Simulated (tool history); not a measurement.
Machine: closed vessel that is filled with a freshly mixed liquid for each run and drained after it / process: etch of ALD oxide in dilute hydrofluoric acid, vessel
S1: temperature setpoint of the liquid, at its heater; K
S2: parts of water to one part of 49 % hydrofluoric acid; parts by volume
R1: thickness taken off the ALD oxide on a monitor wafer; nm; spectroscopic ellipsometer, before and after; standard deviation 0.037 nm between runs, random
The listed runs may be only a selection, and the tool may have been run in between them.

Run 1, hour 0.0: S1 296.15 K, S2 175 parts by volume, time in the liquid (s) 170. Result: R1 14.5220 nm.
Run 2, hour 8.4: S1 295.15 K, S2 180 parts by volume, time in the liquid (s) 170. Result: R1 13.4190 nm.
Run 3, hour 13.9: S1 294.15 K, S2 185 parts by volume, time in the liquid (s) 170. Result: R1 12.5970 nm.
Run 4, hour 21.0: S1 294.15 K, S2 245 parts by volume, time in the liquid (s) 170. Result: R1 8.8677 nm.
Run 5, hour 29.7: S1 294.15 K, S2 190 parts by volume, time in the liquid (s) 170. Result: R1 12.2050 nm.
Run 6, hour 36.8: S1 293.15 K, S2 195 parts by volume, time in the liquid (s) 170. Result: R1 11.3950 nm.
Run 7, hour 38.8: S1 292.65 K, S2 200 parts by volume, time in the liquid (s) 170. Result: R1 10.7240 nm.
Run 8, hour 40.7: S1 292.15 K, S2 200 parts by volume, time in the liquid (s) 170. Result: R1 10.5230 nm.
Run 9, hour 47.1: S1 291.65 K, S2 200 parts by volume, time in the liquid (s) 170. Result: R1 10.3960 nm.
Run 10, hour 53.9: S1 291.15 K, S2 200 parts by volume, time in the liquid (s) 170. Result: R1 10.1890 nm.

Forecast run 11:
Run 11, hour 62.7: S1 290.65 K, S2 205 parts by volume, time in the liquid (s) 170. Result: R1 ?.

R1: 9.6351 nm
